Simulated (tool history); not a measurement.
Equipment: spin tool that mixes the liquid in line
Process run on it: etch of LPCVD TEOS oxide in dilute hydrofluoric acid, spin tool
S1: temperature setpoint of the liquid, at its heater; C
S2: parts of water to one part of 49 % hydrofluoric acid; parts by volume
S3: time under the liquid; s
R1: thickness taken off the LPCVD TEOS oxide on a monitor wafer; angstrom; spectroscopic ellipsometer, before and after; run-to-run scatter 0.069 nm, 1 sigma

Run 1, day 0.000: S1 21.0 C, S2 235 parts by volume, S3 80 s. Result: R1 58.435 angstrom.
Run 2, day 0.329: S1 22.5 C, S2 205 parts by volume, S3 80 s. Result: R1 73.316 angstrom.
Run 3, day 0.675: S1 23.5 C, S2 185 parts by volume, S3 80 s. Result: R1 86.556 angstrom.
Run 4, day 0.962: S1 20.0 C, S2 185 parts by volume, S3 80 s. Result: R1 74.934 angstrom.
Run 5, day 1.112: S1 21.5 C, S2 170 parts by volume, S3 80 s. Result: R1 87.935 angstrom.
Run 6, day 1.192: S1 21.5 C, S2 170 parts by volume, S3 80 s. Result: R1 88.314 angstrom.
Run 7, day 1.425: S1 23.0 C, S2 155 parts by volume, S3 80 s. Result: R1 103.820 angstrom.
Run 8, day 1.529: S1 24.0 C, S2 145 parts by volume, S3 80 s. Result: R1 116.730 angstrom.
At day 1.896: thermometer replaced.
Run 9, day 1.896: S1 25.0 C, S2 140 parts by volume, S3 80 s. Result: R1 136.710 angstrom.
Run 10, day 2.142: S1 25.0 C, S2 140 parts by volume, S3 80 s. Result: R1 137.220 angstrom.
Run 11, day 2.392: S1 25.0 C, S2 140 parts by volume, S3 80 s. Result: R1 137.250 angstrom.
Run 12, day 2.721: S1 25.5 C, S2 140 parts by volume, S3 80 s. Result: R1 140.370 angstrom.

What will run 13 give?
Run 13, day 2.817: S1 26.0 C, S2 140 parts by volume, S3 80 s. Result: R1 ?.

{"run 13": {"R1": 142.97}}
